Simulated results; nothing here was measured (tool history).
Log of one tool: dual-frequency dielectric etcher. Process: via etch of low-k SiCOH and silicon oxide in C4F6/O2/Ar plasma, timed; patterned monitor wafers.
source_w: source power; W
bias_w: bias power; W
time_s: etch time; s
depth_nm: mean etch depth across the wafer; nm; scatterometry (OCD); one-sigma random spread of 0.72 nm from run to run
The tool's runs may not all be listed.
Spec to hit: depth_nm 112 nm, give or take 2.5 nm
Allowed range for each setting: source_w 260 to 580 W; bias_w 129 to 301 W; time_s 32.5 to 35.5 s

{"run": 1, "hour": 0.0, "source_w": 420, "bias_w": 215, "time_s": 35.5, "depth_nm": 91.78}
{"run": 2, "hour": 2.1, "source_w": 440, "bias_w": 222, "time_s": 35.5, "depth_nm": 94.939}
{"run": 3, "hour": 6.3, "source_w": 460, "bias_w": 226, "time_s": 35.5, "depth_nm": 98.943}
{"run": 4, "hour": 8.9, "source_w": 470, "bias_w": 227, "time_s": 35.5, "depth_nm": 99.468}
{"run": 5, "hour": 12.5, "source_w": 470, "bias_w": 227, "time_s": 35.5, "depth_nm": 99.439}
{"run": 6, "hour": 15.1, "source_w": 480, "bias_w": 229, "time_s": 35.5, "depth_nm": 99.362}
{"run": 7, "hour": 23.0, "source_w": 490, "bias_w": 234, "time_s": 35.5, "depth_nm": 102.4}
{"run": 8, "hour": 25.5, "source_w": 500, "bias_w": 236, "time_s": 35.5, "depth_nm": 104.77}
{"run": 9, "hour": 32.8, "source_w": 510, "bias_w": 237, "time_s": 35.5, "depth_nm": 105.04}
{"run": 10, "hour": 39.2, "source_w": 520, "bias_w": 238, "time_s": 35.5, "depth_nm": 105.9}
{"run": 11, "hour": 42.5, "source_w": 530, "bias_w": 239, "time_s": 35.5, "depth_nm": 105.99}
{"run": 12, "hour": 49.4, "source_w": 540, "bias_w": 241, "time_s": 35.5, "depth_nm": 107.93}
{"run": 13, "hour": 56.3, "source_w": 550, "bias_w": 242, "time_s": 35.5, "depth_nm": 107.5}

Below are 4 possible settings for the next run. Only one of them brings all results inside the allowed miss of their targets. Which is it?
{"run": "A", "hour": 63.2, "source_w": 460, "bias_w": 274, "time_s": 34.5, "depth_nm": "?"}
{"run": "B", "hour": 63.2, "source_w": 540, "bias_w": 241, "time_s": 35, "depth_nm": "?"}
{"run": "C", "hour": 63.2, "source_w": 580, "bias_w": 253, "time_s": 35, "depth_nm": "?"}
{"run": "D", "hour": 63.2, "source_w": 570, "bias_w": 244, "time_s": 34, "depth_nm": "?"}

move=A depth_nm=102.3
move=B depth_nm=106.37
move=C depth_nm=111.81
move=D depth_nm=106.35
A: further off than the last run
B: further off than the last run
C: all results in spec
D: further off than the last run
The right move is C.

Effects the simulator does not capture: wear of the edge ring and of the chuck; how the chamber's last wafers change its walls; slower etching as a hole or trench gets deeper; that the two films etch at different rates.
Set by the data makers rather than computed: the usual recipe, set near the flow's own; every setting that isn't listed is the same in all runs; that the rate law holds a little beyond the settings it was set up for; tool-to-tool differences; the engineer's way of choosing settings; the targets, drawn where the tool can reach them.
